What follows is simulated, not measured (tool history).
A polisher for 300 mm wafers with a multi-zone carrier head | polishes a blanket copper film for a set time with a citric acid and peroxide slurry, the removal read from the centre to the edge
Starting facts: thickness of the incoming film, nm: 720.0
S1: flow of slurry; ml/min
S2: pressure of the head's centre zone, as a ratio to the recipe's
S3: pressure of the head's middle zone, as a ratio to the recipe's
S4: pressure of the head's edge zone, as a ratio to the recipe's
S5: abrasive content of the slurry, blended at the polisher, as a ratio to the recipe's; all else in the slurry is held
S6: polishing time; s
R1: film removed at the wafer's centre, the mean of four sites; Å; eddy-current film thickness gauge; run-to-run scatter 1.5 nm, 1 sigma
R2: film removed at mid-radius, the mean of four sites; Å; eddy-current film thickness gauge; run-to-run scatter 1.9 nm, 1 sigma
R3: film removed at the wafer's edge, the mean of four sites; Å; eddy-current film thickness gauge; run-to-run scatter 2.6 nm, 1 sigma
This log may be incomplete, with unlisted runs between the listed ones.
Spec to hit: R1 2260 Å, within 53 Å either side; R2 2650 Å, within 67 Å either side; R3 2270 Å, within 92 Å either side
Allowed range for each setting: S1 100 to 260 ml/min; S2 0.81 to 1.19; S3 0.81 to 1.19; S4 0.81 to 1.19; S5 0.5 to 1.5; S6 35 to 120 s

run 1 hour=0 | S1=165 S2=1 S3=1 S4=1 S5=1 S6=77 | R1=2007.4 R2=1991 R3=1950.5
run 2 hour=7.9 | S1=165 S2=1 S3=1 S4=1 S5=0.8 S6=77 | R1=1942 R2=1925.5 R3=1863.1
run 3 hour=8.5 | S1=180 S2=1 S3=1 S4=1 S5=0.8 S6=77 | R1=1932.4 R2=1961.5 R3=1884.8
run 4 hour=10.8 | S1=180 S2=1 S3=1 S4=0.95 S5=0.8 S6=77 | R1=1965.6 R2=1967.4 R3=1848.3
run 5 hour=11.4 | S1=200 S2=1.01 S3=1.06 S4=0.99 S5=0.9 S6=77 | R1=2057.7 R2=2115 R3=1920.2
run 6 hour=20 | S1=210 S2=0.99 S3=1.1 S4=1.01 S5=1.05 S6=78 | R1=2121.1 R2=2277.6 R3=2085
run 7 hour=27.8 | S1=220 S2=0.98 S3=1.13 S4=1 S5=1.1 S6=79 | R1=2130.6 R2=2369.8 R3=2076.8
run 8 hour=33.2 | S1=230 S2=0.98 S3=1.15 S4=1.01 S5=1.15 S6=80 | R1=2201.8 R2=2445.9 R3=2162.4
run 9 hour=37.3 | S1=235 S2=0.97 S3=1.16 S4=1 S5=1.2 S6=81 | R1=2278.7 R2=2514.5 R3=2162.9
run 10 hour=43.7 | S1=235 S2=0.96 S3=1.17 S4=1.01 S5=1.2 S6=82 | R1=2283.4 R2=2583.5 R3=2209.6

5 next moves are on the table. One of them brings every result within its allowed miss. Which?
run A hour=50.1 | S1=220 S2=0.97 S3=1.14 S4=0.96 S5=1.2 S6=83 | R1=? R2=? R3=?
run B hour=50.1 | S1=255 S2=1.01 S3=1.13 S4=0.95 S5=0.9 S6=84 | R1=? R2=? R3=?
run C hour=50.1 | S1=250 S2=0.99 S3=1.15 S4=0.95 S5=1.2 S6=79 | R1=? R2=? R3=?
run D hour=50.1 | S1=210 S2=0.95 S3=1.19 S4=1.02 S5=1 S6=87 | R1=? R2=? R3=?
run E hour=50.1 | S1=255 S2=1.01 S3=1.19 S4=0.93 S5=0.8 S6=86 | R1=? R2=? R3=?

move=A R1=2292.9 R2=2570.8 R3=2239.3
move=B R1=2308.1 R2=2490.9 R3=2166.4
move=C R1=2253.7 R2=2497.6 R3=2148.7
move=D R1=2269.9 R2=2658.8 R3=2296
move=E R1=2313.5 R2=2580.4 R3=2156.4
A: further off than the last run
B: further off than the last run
C: further off than the last run
D: all results land within tolerance of their targets
E: further off than the last run
Correct choice: D, which meets every target

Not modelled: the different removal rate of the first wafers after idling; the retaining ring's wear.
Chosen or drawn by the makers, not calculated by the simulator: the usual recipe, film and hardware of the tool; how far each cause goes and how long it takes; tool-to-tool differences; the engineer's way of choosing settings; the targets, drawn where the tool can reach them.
